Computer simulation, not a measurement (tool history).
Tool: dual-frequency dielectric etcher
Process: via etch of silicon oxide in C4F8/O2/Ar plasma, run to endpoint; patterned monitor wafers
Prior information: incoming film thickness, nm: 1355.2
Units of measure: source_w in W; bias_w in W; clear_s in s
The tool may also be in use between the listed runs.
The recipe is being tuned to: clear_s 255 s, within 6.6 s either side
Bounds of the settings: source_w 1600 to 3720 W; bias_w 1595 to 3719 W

run 1 hour=0 | source_w=2660 bias_w=2657 | clear_s=202.24
run 2 hour=7.1 | source_w=2510 bias_w=2552 | clear_s=212.39
run 3 hour=10.9 | source_w=2510 bias_w=2281 | clear_s=219.09
run 4 hour=17 | source_w=2400 bias_w=2251 | clear_s=224.06
run 5 hour=17.8 | source_w=2720 bias_w=2251 | clear_s=211.07
run 6 hour=25.2 | source_w=2590 bias_w=2217 | clear_s=219.43
run 7 hour=29.8 | source_w=2480 bias_w=2188 | clear_s=221
run 8 hour=34 | source_w=2370 bias_w=2149 | clear_s=229.96
run 9 hour=40.2 | source_w=2300 bias_w=2133 | clear_s=230.32
run 10 hour=45.9 | source_w=2220 bias_w=2109 | clear_s=238.94
run 11 hour=53.3 | source_w=2180 bias_w=2100 | clear_s=239.38
run 12 hour=57.2 | source_w=2180 bias_w=2100 | clear_s=239.02
run 13 hour=63.7 | source_w=2140 bias_w=2089 | clear_s=237.95
run 14 hour=65.7 | source_w=2090 bias_w=2072 | clear_s=248.11
run 15 hour=74.7 | source_w=2070 bias_w=2069 | clear_s=242.7
run 16 hour=83.5 | source_w=2030 bias_w=2058 | clear_s=244.97

Which single option among these 4 for the next run brings every result within its allowed miss of target? Just one does.
run A hour=92.3 | source_w=2180 bias_w=2222 | clear_s=?
run B hour=92.3 | source_w=1990 bias_w=1932 | clear_s=?
run C hour=92.3 | source_w=2030 bias_w=2321 | clear_s=?
run D hour=92.3 | source_w=2200 bias_w=2081 | clear_s=?

move=A clear_s=232.68
move=B clear_s=252.17
move=C clear_s=237.2
move=D clear_s=236.08
A: further off than the last run
B: each result inside its tolerance
C: further off than the last run
D: further off than the last run
Correct choice: B, which meets every target
